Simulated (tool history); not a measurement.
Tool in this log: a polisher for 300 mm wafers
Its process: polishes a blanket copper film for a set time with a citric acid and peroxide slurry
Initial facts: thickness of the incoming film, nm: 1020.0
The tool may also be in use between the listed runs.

run,hour,flow of slurry (ml/min),pressure of the wafer on the pad (kPa),speed of the pad under the wafer (m/s),abrasive content of the slurry,polishing time (s),film removed (angstrom)
1,0.0,150,17.2,1.04,1.0,56,1098.0
2,8.8,160,18.6,1.04,1.0,56,1161.1
3,15.2,160,16.5,1.04,1.0,56,1036.9
4,18.2,160,16.5,1.22,1.0,56,1173.5
5,20.6,195,16.5,1.22,1.0,56,1205.5
6,21.6,210,16.5,1.22,1.0,56,1215.6
7,26.8,210,17.2,1.22,1.0,56,1271.6
8,28.8,210,17.9,1.22,1.0,56,1291.5

Run 9, settings as shown, results not yet in. Your forecast:
9,29.4,210,18.6,1.22,1.0,56,?

film removed (angstrom): 1368.3
